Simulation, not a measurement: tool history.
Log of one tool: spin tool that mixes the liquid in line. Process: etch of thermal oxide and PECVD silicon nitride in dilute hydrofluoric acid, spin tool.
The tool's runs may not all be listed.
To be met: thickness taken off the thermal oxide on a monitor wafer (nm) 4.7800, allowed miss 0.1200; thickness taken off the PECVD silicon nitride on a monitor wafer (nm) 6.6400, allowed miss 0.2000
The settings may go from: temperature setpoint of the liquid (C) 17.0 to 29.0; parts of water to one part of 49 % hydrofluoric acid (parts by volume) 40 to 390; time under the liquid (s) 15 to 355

run,hour,temperature setpoint of the liquid (C),parts of water to one part of 49 % hydrofluoric acid (parts by volume),time under the liquid (s),thickness taken off the thermal oxide on a monitor wafer (nm),thickness taken off the PECVD silicon nitride on a monitor wafer (nm)
1,0.0,21.0,215,180,3.0014,3.5325
2,5.9,22.5,210,180,3.2350,3.9877
3,14.5,23.5,200,180,3.5674,4.4925
4,22.5,23.5,200,225,4.4533,5.4766
5,29.7,24.0,200,225,4.5453,5.6982
6,34.1,24.5,200,225,4.6663,5.9081
7,35.9,25.0,205,225,4.5828,5.9179
8,39.5,25.5,205,225,4.5822,6.0963
9,41.1,26.0,205,225,4.7707,6.3035

4 next moves are on the table. One of them brings every result within its allowed miss. Which?
A,42.7,25.5,255,305,?,?
B,42.7,27.0,195,220,?,?
C,42.7,28.0,215,235,?,?
D,42.7,27.0,215,245,?,?

move,thickness taken off the thermal oxide on a monitor wafer (nm),thickness taken off the PECVD silicon nitride on a monitor wafer (nm)
A,4.8351,6.6150
B,5.1382,6.8451
C,5.0396,7.0441
D,5.0724,6.9103
A: meets every target
B: takes the result that was furthest off past its target
C: takes the result that was furthest off past its target
D: takes the result that was furthest off past its target
Answer: A
